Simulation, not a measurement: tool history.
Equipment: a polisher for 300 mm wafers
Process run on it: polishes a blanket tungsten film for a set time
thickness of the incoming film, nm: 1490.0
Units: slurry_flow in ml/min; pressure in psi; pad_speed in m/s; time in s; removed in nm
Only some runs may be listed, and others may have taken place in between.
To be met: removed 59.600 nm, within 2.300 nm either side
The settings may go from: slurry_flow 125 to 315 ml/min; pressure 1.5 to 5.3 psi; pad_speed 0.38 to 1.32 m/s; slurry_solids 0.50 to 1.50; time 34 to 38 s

| run | hour | slurry_flow | pressure | pad_speed | slurry_solids | time | removed |
|---|---|---|---|---|---|---|---|
| 1 | 0.0 | 205 | 3.4 | 0.84 | 1.00 | 38 | 115.730 |
| 2 | 1.7 | 250 | 3.4 | 0.84 | 1.00 | 38 | 118.690 |
| 3 | 8.6 | 250 | 3.4 | 0.84 | 0.80 | 38 | 114.730 |
| 4 | 9.5 | 250 | 3.4 | 0.84 | 0.90 | 38 | 117.210 |
| 5 | 10.5 | 250 | 3.0 | 0.82 | 0.90 | 38 | 103.460 |
| 6 | 11.3 | 250 | 2.7 | 0.80 | 0.90 | 38 | 89.649 |
| 7 | 15.8 | 245 | 1.7 | 0.78 | 0.90 | 38 | 57.385 |
| 8 | 24.8 | 245 | 1.7 | 0.78 | 0.90 | 38 | 55.221 |
| 9 | 29.5 | 250 | 1.7 | 0.78 | 0.90 | 38 | 57.421 |
| 10 | 31.6 | 255 | 1.7 | 0.78 | 0.90 | 38 | 56.246 |

Which single option among these 4 for the next run brings every result within its allowed miss of target? Just one does.
| A | 33.7 | 265 | 2.2 | 0.60 | 1.10 | 34 | ? |
| B | 33.7 | 230 | 1.7 | 0.74 | 0.95 | 37 | ? |
| C | 33.7 | 250 | 1.5 | 0.86 | 0.85 | 38 | ? |
| D | 33.7 | 285 | 1.9 | 0.74 | 0.85 | 38 | ? |

| move | removed |
|---|---|
| A | 51.994 |
| B | 51.566 |
| C | 53.480 |
| D | 58.482 |
A: moves away from the targets compared with the last run
B: moves away from the targets compared with the last run
C: moves away from the targets compared with the last run
D: every result within its allowed miss
Answer: D
